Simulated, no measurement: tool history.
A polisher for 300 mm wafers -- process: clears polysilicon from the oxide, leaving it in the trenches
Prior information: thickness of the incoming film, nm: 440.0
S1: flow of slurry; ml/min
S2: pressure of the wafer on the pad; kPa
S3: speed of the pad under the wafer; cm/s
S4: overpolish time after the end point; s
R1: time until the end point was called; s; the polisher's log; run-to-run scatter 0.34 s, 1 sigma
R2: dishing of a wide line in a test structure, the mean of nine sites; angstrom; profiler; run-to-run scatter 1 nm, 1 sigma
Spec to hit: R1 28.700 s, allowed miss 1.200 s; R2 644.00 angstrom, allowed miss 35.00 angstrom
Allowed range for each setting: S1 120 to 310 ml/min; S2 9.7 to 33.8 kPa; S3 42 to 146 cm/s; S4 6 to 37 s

Run 1, hour 0.0: S1 200 ml/min, S2 21.4 kPa, S3 94 cm/s, S4 19 s. Result: R1 34.219 s, R2 660.64 angstrom.
Run 2, hour 2.6: S1 200 ml/min, S2 22.1 kPa, S3 94 cm/s, S4 18 s. Result: R1 32.835 s, R2 668.64 angstrom.
Run 3, hour 11.1: S1 200 ml/min, S2 22.8 kPa, S3 94 cm/s, S4 16 s. Result: R1 31.225 s, R2 642.73 angstrom.
Run 4, hour 15.7: S1 200 ml/min, S2 23.4 kPa, S3 94 cm/s, S4 16 s. Result: R1 31.059 s, R2 655.76 angstrom.
Run 5, hour 23.6: S1 200 ml/min, S2 23.4 kPa, S3 94 cm/s, S4 15 s. Result: R1 30.535 s, R2 659.60 angstrom.
Run 6, hour 30.0: S1 200 ml/min, S2 23.4 kPa, S3 94 cm/s, S4 8 s. Result: R1 30.558 s, R2 545.32 angstrom.
Run 7, hour 31.3: S1 200 ml/min, S2 23.4 kPa, S3 94 cm/s, S4 9 s. Result: R1 30.507 s, R2 567.20 angstrom.
Run 8, hour 34.2: S1 200 ml/min, S2 23.4 kPa, S3 94 cm/s, S4 10 s. Result: R1 30.871 s, R2 594.77 angstrom.
Run 9, hour 36.7: S1 200 ml/min, S2 23.4 kPa, S3 94 cm/s, S4 11 s. Result: R1 30.700 s, R2 600.36 angstrom.
Run 10, hour 43.2: S1 200 ml/min, S2 23.4 kPa, S3 94 cm/s, S4 11 s. Result: R1 30.644 s, R2 610.61 angstrom.

Exercise: of the 5 proposed moves below, exactly one satisfies all targets within the stated allowed misses. Which move is it?
Run A, hour 49.7: S1 185 ml/min, S2 23.4 kPa, S3 94 cm/s, S4 19 s. Result: R1 ?, R2 ?.
Run B, hour 49.7: S1 215 ml/min, S2 24.8 kPa, S3 96 cm/s, S4 13 s. Result: R1 ?, R2 ?.
Run C, hour 49.7: S1 155 ml/min, S2 25.5 kPa, S3 80 cm/s, S4 12 s. Result: R1 ?, R2 ?.
Run D, hour 49.7: S1 195 ml/min, S2 23.4 kPa, S3 82 cm/s, S4 11 s. Result: R1 ?, R2 ?.
Run E, hour 49.7: S1 175 ml/min, S2 24.8 kPa, S3 92 cm/s, S4 8 s. Result: R1 ?, R2 ?.

move      R1      R2
   A  31.215  666.73
   B  28.705  642.72
   C  32.926  613.90
   D  34.457  591.57
   E  30.150  555.03
A: moves away from the targets compared with the last run
B: hits every target within its allowed miss
C: moves away from the targets compared with the last run
D: moves away from the targets compared with the last run
E: moves away from the targets compared with the last run
B is the move that brings every result within its allowed miss.
